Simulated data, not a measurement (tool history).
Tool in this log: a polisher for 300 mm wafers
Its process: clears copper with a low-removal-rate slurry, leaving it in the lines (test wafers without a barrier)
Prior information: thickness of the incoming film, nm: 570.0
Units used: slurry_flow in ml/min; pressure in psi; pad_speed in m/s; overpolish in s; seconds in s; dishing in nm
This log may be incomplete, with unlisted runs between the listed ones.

| run | hour | slurry_flow | pressure | pad_speed | slurry_solids | overpolish | seconds | dishing |
|---|---|---|---|---|---|---|---|---|
| 1 | 0 | 170 | 3.2 | 1.42 | 1 | 15 | 109.17 | 46.487 |
| 2 | 6 | 175 | 3.1 | 1.42 | 1 | 13 | 112.58 | 40.929 |
| 3 | 14.5 | 175 | 3.5 | 1.42 | 1 | 13 | 100.35 | 43.573 |
| 4 | 19 | 175 | 3.4 | 1.4 | 1 | 12 | 105.09 | 40.479 |
| 5 | 23.9 | 175 | 3.4 | 1.4 | 1.15 | 12 | 97.488 | 40.768 |
| 6 | 25.1 | 175 | 2.7 | 1.4 | 1.15 | 12 | 123.02 | 35.118 |
| 7 | 29.7 | 175 | 2.7 | 1.4 | 1.15 | 12 | 129.08 | 35.056 |

For run 8, what comes out?
| 8 | 32.4 | 180 | 2.7 | 1.4 | 1.2 | 11 | ? | ? |

Run 8 came out at seconds 121.85 s, dishing 32.835 nm.

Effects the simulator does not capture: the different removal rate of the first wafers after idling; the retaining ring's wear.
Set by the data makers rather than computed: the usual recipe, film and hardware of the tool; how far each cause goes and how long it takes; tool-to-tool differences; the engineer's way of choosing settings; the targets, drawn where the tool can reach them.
